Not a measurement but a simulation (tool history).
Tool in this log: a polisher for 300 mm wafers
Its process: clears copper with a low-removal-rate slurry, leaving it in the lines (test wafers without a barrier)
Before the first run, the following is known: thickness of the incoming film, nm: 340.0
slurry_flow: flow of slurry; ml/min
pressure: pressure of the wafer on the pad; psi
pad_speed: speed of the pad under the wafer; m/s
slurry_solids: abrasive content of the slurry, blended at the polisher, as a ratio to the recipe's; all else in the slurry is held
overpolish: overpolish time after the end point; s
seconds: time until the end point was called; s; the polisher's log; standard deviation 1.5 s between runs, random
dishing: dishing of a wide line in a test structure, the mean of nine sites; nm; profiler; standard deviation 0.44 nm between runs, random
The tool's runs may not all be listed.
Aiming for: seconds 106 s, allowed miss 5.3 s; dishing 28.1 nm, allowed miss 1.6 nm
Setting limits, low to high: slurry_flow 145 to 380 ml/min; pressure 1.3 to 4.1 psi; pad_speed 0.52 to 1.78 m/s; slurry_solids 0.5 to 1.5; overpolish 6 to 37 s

{"run": 1, "hour": 0.0, "slurry_flow": 245, "pressure": 2.7, "pad_speed": 1.14, "slurry_solids": 1, "overpolish": 19, "seconds": 83.872, "dishing": 44.99}
{"run": 2, "hour": 5.6, "slurry_flow": 280, "pressure": 2.7, "pad_speed": 1.14, "slurry_solids": 1, "overpolish": 19, "seconds": 84.451, "dishing": 46.481}
{"run": 3, "hour": 10.0, "slurry_flow": 275, "pressure": 2.6, "pad_speed": 1.14, "slurry_solids": 1, "overpolish": 18, "seconds": 87.363, "dishing": 43.071}
{"run": 4, "hour": 17.0, "slurry_flow": 275, "pressure": 2.6, "pad_speed": 1.14, "slurry_solids": 1.2, "overpolish": 18, "seconds": 81.812, "dishing": 45.891}
{"run": 5, "hour": 22.5, "slurry_flow": 275, "pressure": 2.5, "pad_speed": 1.14, "slurry_solids": 1.2, "overpolish": 17, "seconds": 87.933, "dishing": 41.842}
{"run": 6, "hour": 27.9, "slurry_flow": 275, "pressure": 2.9, "pad_speed": 1.14, "slurry_solids": 1.2, "overpolish": 17, "seconds": 75.674, "dishing": 47.445}
{"run": 7, "hour": 34.5, "slurry_flow": 275, "pressure": 2.7, "pad_speed": 1.14, "slurry_solids": 1.2, "overpolish": 16, "seconds": 80.269, "dishing": 43.003}
{"run": 8, "hour": 36.9, "slurry_flow": 275, "pressure": 2.6, "pad_speed": 1.14, "slurry_solids": 1.2, "overpolish": 15, "seconds": 81.12, "dishing": 40.415}
{"run": 9, "hour": 44.9, "slurry_flow": 275, "pressure": 2.4, "pad_speed": 1.14, "slurry_solids": 1.2, "overpolish": 15, "seconds": 87.674, "dishing": 37.326}
{"run": 10, "hour": 45.7, "slurry_flow": 275, "pressure": 2.3, "pad_speed": 1.14, "slurry_solids": 1.2, "overpolish": 15, "seconds": 90.088, "dishing": 36.702}
{"run": 11, "hour": 51.8, "slurry_flow": 275, "pressure": 2.2, "pad_speed": 1.14, "slurry_solids": 1.2, "overpolish": 15, "seconds": 95.483, "dishing": 34.779}
{"run": 12, "hour": 59.5, "slurry_flow": 275, "pressure": 2.1, "pad_speed": 1.14, "slurry_solids": 1.2, "overpolish": 15, "seconds": 97.091, "dishing": 32.751}
{"run": 13, "hour": 63.1, "slurry_flow": 275, "pressure": 2, "pad_speed": 1.14, "slurry_solids": 1.2, "overpolish": 15, "seconds": 101.91, "dishing": 31.784}

Next run, 4 choices. One meets every target within its allowed miss, the rest don't. Which?
{"run": "A", "hour": 66.7, "slurry_flow": 285, "pressure": 1.9, "pad_speed": 1.18, "slurry_solids": 1.25, "overpolish": 16, "seconds": "?", "dishing": "?"}
{"run": "B", "hour": 66.7, "slurry_flow": 215, "pressure": 2.3, "pad_speed": 1.04, "slurry_solids": 1.1, "overpolish": 13, "seconds": "?", "dishing": "?"}
{"run": "C", "hour": 66.7, "slurry_flow": 265, "pressure": 2.1, "pad_speed": 1.08, "slurry_solids": 1.3, "overpolish": 17, "seconds": "?", "dishing": "?"}
{"run": "D", "hour": 66.7, "slurry_flow": 320, "pressure": 1.7, "pad_speed": 1.24, "slurry_solids": 1, "overpolish": 20, "seconds": "?", "dishing": "?"}

move=A seconds=99.218 dishing=34.83
move=B seconds=103.62 dishing=28.165
move=C seconds=99.649 dishing=36.701
move=D seconds=108.88 dishing=38.67
A: moves away from the targets compared with the last run
B: all results in spec
C: moves away from the targets compared with the last run
D: moves away from the targets compared with the last run
B meets every target.

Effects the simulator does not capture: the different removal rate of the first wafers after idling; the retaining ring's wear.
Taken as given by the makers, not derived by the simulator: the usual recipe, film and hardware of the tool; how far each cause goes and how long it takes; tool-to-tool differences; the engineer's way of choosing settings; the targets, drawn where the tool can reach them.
